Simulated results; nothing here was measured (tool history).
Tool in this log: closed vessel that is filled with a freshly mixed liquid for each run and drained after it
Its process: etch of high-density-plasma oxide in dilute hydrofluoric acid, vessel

run	hour	temperature setpoint of the liquid (K)	parts of water to one part of 49 % hydrofluoric acid (parts by volume)	time in the liquid (s)	thickness taken off the high-density-plasma oxide on a monitor wafer (angstrom)
1	0.0	298.15	175	370	106.09
2	6.5	298.15	175	370	105.44
3	13.7	298.15	175	370	105.32
4	21.5	300.65	160	370	130.74
5	24.0	302.15	150	370	146.23
6	29.1	303.15	140	370	165.34
7	30.6	304.15	135	370	179.66
8	38.1	304.65	135	370	183.81
9	40.8	305.15	135	370	187.39

Run 10 is up next; what results do you expect?
10	48.6	305.65	135	370	?

thickness taken off the high-density-plasma oxide on a monitor wafer (angstrom): 189.72
